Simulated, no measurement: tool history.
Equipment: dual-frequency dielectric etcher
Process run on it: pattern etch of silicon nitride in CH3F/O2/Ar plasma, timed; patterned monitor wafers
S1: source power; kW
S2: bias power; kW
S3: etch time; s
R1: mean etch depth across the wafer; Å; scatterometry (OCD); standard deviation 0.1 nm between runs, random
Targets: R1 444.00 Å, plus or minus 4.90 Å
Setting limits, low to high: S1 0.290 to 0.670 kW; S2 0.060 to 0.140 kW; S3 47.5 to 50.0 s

run    day     S1     S2    S3      R1
  1  0.000  0.480  0.100  47.5  383.75
  2  0.071  0.510  0.100  47.5  387.28
  3  0.383  0.510  0.100  47.5  388.09
  4  0.729  0.530  0.102  47.5  394.01
  5  0.983  0.550  0.105  47.5  402.73
  6  1.175  0.550  0.091  47.5  380.93
  7  1.242  0.570  0.095  47.5  390.35
  8  1.588  0.580  0.098  47.5  396.20
  9  1.871  0.590  0.101  47.5  401.50
 10  2.067  0.600  0.104  47.5  408.15
 11  2.133  0.610  0.106  47.5  411.44
 12  2.292  0.620  0.108  47.5  416.25
 13  2.408  0.630  0.110  47.5  420.08
 14  2.638  0.630  0.110  47.5  421.06
 15  2.967  0.630  0.110  47.5  418.60

Below are 4 possible settings for the next run. Only one of them brings all results inside the allowed miss of their targets. Which is it?
  A  3.296  0.630  0.110  48.5   ?
  B  3.296  0.670  0.129  47.5   ?
  C  3.296  0.630  0.116  48.0   ?
  D  3.296  0.620  0.117  49.0   ?

move      R1
   A  427.57
   B  450.94
   C  431.53
   D  440.24
A: closes in on the targets versus the last run, not all within tolerance yet
B: carries the result that was furthest off beyond its target, to the other side
C: closes in on the targets versus the last run, not all within tolerance yet
D: in spec on every target
Correct choice: D, which meets every target
